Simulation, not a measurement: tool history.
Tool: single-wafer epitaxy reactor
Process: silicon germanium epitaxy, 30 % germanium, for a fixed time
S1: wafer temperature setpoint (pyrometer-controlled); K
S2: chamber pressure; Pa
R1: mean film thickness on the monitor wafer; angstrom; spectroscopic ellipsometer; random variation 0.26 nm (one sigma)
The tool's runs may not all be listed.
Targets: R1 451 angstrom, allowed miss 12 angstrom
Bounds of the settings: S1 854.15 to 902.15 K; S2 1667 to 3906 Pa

run	day	S1	S2	R1
1	0	878.15	2786	639.94
2	0.108	874.15	2760	586.08
3	0.133	874.15	2520	572.01
4	0.171	874.15	3000	592.88
5	0.429	878.15	3000	648.37
6	0.554	874.15	2973	591.76
7	0.733	874.15	2973	602.99
8	0.867	870.15	2960	550.84
9	1.192	868.15	2946	522.83
10	1.233	866.15	2933	502.5
11	1.6	859.15	2906	428.62

Which of these 5 next moves meets every target?
A	1.967	857.15	2426	?
B	1.967	857.15	2453	?
C	1.967	857.15	2933	?
D	1.967	859.15	3560	?
E	1.967	857.15	2733	?

move	R1
A	390.74
B	391.76
C	409.42
D	449.99
E	402.2
A: further off than the last run
B: further off than the last run
C: further off than the last run
D: meets every target
E: further off than the last run
The right move is D.
